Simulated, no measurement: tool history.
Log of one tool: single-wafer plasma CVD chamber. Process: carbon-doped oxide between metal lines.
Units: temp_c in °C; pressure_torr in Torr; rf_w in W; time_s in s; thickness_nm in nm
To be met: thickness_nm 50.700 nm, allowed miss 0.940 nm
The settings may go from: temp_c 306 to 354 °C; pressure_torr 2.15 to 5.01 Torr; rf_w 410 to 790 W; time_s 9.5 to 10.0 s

run,day,temp_c,pressure_torr,rf_w,time_s,thickness_nm
1,0.000,330,3.58,600,10.0,60.055
2,0.254,330,3.23,600,10.0,58.495
3,0.450,340,3.23,600,10.0,56.683
4,0.625,341,3.13,595,10.0,55.795
5,0.704,341,3.13,595,9.5,53.012
6,0.950,341,3.73,595,9.5,54.336
7,1.100,341,3.73,595,9.5,54.302
8,1.179,342,3.70,595,9.5,53.907

Which of these 5 next moves meets every target?
A,1.258,345,4.01,665,9.5,?
B,1.258,351,4.41,600,10.0,?
C,1.258,349,3.11,570,9.6,?
D,1.258,343,3.75,595,10.0,?
E,1.258,348,3.70,620,10.0,?

move,thickness_nm
A,57.605
B,56.346
C,50.513
D,56.287
E,56.777
A: further off than the last run
B: further off than the last run
C: meets every target
D: further off than the last run
E: further off than the last run
The right move is C.
